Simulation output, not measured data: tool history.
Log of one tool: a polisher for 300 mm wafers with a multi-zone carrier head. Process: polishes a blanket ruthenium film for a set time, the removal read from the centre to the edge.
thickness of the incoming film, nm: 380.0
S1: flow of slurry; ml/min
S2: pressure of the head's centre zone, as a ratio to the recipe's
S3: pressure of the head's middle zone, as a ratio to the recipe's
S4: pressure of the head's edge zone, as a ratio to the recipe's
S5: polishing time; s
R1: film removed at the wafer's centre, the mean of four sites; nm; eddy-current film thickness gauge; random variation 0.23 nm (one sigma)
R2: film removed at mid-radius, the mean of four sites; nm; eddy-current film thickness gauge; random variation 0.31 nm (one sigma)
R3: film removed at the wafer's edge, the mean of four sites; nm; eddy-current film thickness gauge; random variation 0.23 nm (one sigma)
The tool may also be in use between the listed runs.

{"run": 1, "day": 0.0, "S1": 125, "S2": 1, "S3": 1, "S4": 1, "S5": 34, "R1": 51.775, "R2": 51.317, "R3": 53.14}
{"run": 2, "day": 0.158, "S1": 115, "S2": 0.97, "S3": 0.99, "S4": 0.96, "S5": 30, "R1": 43.675, "R2": 44.831, "R3": 44.544}
{"run": 3, "day": 0.254, "S1": 115, "S2": 1, "S3": 0.99, "S4": 0.96, "S5": 30, "R1": 44.572, "R2": 43.776, "R3": 44.725}
{"run": 4, "day": 0.592, "S1": 105, "S2": 0.95, "S3": 0.95, "S4": 0.93, "S5": 28, "R1": 37.653, "R2": 39.548, "R3": 39.811}
{"run": 5, "day": 0.879, "S1": 100, "S2": 0.94, "S3": 0.92, "S4": 0.9, "S5": 27, "R1": 36.111, "R2": 36.313, "R3": 38.076}
{"run": 6, "day": 1.167, "S1": 100, "S2": 0.94, "S3": 0.83, "S4": 0.9, "S5": 27, "R1": 36.179, "R2": 33.264, "R3": 38.099}

Forecast run 7:
{"run": 7, "day": 1.483, "S1": 95, "S2": 0.92, "S3": 0.85, "S4": 0.87, "S5": 26, "R1": "?", "R2": "?", "R3": "?"}

R1: 33.232 nm
R2: 32.324 nm
R3: 35.297 nm

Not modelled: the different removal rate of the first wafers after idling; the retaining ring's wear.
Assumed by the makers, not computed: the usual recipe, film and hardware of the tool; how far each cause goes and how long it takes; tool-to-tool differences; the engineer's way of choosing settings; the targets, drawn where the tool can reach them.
